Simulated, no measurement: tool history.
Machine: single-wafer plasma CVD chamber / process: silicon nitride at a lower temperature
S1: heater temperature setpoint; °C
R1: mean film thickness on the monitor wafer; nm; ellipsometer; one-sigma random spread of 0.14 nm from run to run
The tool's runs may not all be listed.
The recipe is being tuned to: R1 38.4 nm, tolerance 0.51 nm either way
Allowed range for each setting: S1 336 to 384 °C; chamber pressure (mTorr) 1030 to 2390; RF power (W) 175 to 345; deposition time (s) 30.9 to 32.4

{"run": 1, "day": 0.0, "S1": 360, "chamber pressure (mTorr)": 1710, "RF power (W)": 260, "deposition time (s)": 32.4, "R1": 35.016}
{"run": 2, "day": 0.075, "S1": 360, "chamber pressure (mTorr)": 1820, "RF power (W)": 260, "deposition time (s)": 32.4, "R1": 35.543}
{"run": 3, "day": 0.35, "S1": 360, "chamber pressure (mTorr)": 1820, "RF power (W)": 260, "deposition time (s)": 32.4, "R1": 35.675}
{"run": 4, "day": 0.475, "S1": 360, "chamber pressure (mTorr)": 1820, "RF power (W)": 260, "deposition time (s)": 30.9, "R1": 33.891}
{"run": 5, "day": 0.625, "S1": 360, "chamber pressure (mTorr)": 1670, "RF power (W)": 260, "deposition time (s)": 30.9, "R1": 33.07}
{"run": 6, "day": 0.967, "S1": 360, "chamber pressure (mTorr)": 1670, "RF power (W)": 260, "deposition time (s)": 32.4, "R1": 34.59}
{"run": 7, "day": 1.217, "S1": 360, "chamber pressure (mTorr)": 2010, "RF power (W)": 265, "deposition time (s)": 32.4, "R1": 37.7}
{"run": 8, "day": 1.467, "S1": 360, "chamber pressure (mTorr)": 2030, "RF power (W)": 265, "deposition time (s)": 32.4, "R1": 37.608}

Which single option among these 5 for the next run brings every result within its allowed miss of target? Just one does.
{"run": "A", "day": 1.717, "S1": 357, "chamber pressure (mTorr)": 1960, "RF power (W)": 260, "deposition time (s)": 32, "R1": "?"}
{"run": "B", "day": 1.717, "S1": 362, "chamber pressure (mTorr)": 2050, "RF power (W)": 255, "deposition time (s)": 31.7, "R1": "?"}
{"run": "C", "day": 1.717, "S1": 374, "chamber pressure (mTorr)": 2170, "RF power (W)": 270, "deposition time (s)": 31.7, "R1": "?"}
{"run": "D", "day": 1.717, "S1": 363, "chamber pressure (mTorr)": 2000, "RF power (W)": 275, "deposition time (s)": 31.1, "R1": "?"}
{"run": "E", "day": 1.717, "S1": 363, "chamber pressure (mTorr)": 1960, "RF power (W)": 270, "deposition time (s)": 31.7, "R1": "?"}

move=A R1=36.463
move=B R1=36.087
move=C R1=38.316
move=D R1=37.193
move=E R1=37.116
A: the biggest miss grows against the last run
B: the biggest miss grows against the last run
C: hits every target within its allowed miss
D: the biggest miss grows against the last run
E: the biggest miss grows against the last run
The move that meets every target is C.

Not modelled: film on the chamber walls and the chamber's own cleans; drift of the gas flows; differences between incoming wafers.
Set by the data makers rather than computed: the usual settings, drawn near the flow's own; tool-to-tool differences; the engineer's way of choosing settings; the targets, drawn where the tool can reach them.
